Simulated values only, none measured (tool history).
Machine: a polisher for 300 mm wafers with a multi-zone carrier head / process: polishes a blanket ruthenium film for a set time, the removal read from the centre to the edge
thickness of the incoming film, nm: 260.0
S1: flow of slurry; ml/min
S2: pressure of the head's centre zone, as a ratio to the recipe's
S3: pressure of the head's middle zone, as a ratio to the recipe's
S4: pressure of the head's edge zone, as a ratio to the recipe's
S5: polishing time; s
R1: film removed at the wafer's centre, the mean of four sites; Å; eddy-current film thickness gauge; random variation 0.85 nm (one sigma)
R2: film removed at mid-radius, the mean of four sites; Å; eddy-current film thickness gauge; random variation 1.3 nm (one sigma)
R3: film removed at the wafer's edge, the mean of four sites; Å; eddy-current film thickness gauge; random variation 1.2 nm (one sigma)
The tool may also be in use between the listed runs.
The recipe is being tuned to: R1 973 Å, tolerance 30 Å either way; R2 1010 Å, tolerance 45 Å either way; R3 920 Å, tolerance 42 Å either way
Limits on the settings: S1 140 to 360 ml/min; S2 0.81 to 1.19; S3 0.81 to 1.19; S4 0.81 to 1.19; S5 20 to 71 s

| run | hour | S1 | S2 | S3 | S4 | S5 | R1 | R2 | R3 |
|---|---|---|---|---|---|---|---|---|---|
| 1 | 0 | 230 | 1 | 1 | 1 | 45 | 737.46 | 739.78 | 744.28 |
| 2 | 1 | 200 | 1 | 1 | 1 | 45 | 727.03 | 739.15 | 725.87 |
| 3 | 2.3 | 200 | 0.92 | 1 | 1 | 45 | 670.07 | 738.15 | 731.57 |
| 4 | 7.1 | 200 | 0.95 | 1 | 1 | 45 | 686.51 | 737.12 | 718.34 |
| 5 | 15.1 | 210 | 1 | 1.05 | 1.02 | 48 | 780.77 | 839.73 | 768.99 |
| 6 | 18.3 | 230 | 1.02 | 1.06 | 1.05 | 50 | 836.63 | 876.88 | 824.2 |
| 7 | 24.2 | 245 | 1.04 | 1.08 | 1.07 | 51 | 867.67 | 905.49 | 846.86 |
| 8 | 26.7 | 250 | 1.05 | 1.09 | 1.08 | 52 | 892.28 | 941.83 | 885.86 |
| 9 | 27.3 | 250 | 1.05 | 1.09 | 1.08 | 52 | 905.61 | 946.08 | 870.84 |
| 10 | 29.9 | 255 | 1.06 | 1.1 | 1.09 | 53 | 914.96 | 970.31 | 895.03 |
| 11 | 34 | 260 | 1.07 | 1.11 | 1.09 | 53 | 954.62 | 953.77 | 919.73 |

Which single option among these 5 for the next run brings every result within its allowed miss of target? Just one does.
| A | 38.1 | 270 | 0.99 | 1.09 | 1.04 | 54 | ? | ? | ? |
| B | 38.1 | 345 | 0.9 | 0.92 | 1.19 | 57 | ? | ? | ? |
| C | 38.1 | 345 | 1 | 1.01 | 1.14 | 52 | ? | ? | ? |
| D | 38.1 | 310 | 1.06 | 1.1 | 1.03 | 54 | ? | ? | ? |
| E | 38.1 | 345 | 0.88 | 0.9 | 1.19 | 59 | ? | ? | ? |

| move | R1 | R2 | R3 |
|---|---|---|---|
| A | 894.23 | 980.76 | 911.48 |
| B | 887.94 | 919.15 | 1051.8 |
| C | 891.96 | 906.48 | 937.26 |
| D | 967.14 | 1002.4 | 916.96 |
| E | 900.51 | 934.26 | 1089 |
A: gets the furthest-off result to its target, but another result is out of tolerance
B: further off than the last run
C: further off than the last run
D: every result within its allowed miss
E: further off than the last run
So the answer is move D, the one that meets all the targets.

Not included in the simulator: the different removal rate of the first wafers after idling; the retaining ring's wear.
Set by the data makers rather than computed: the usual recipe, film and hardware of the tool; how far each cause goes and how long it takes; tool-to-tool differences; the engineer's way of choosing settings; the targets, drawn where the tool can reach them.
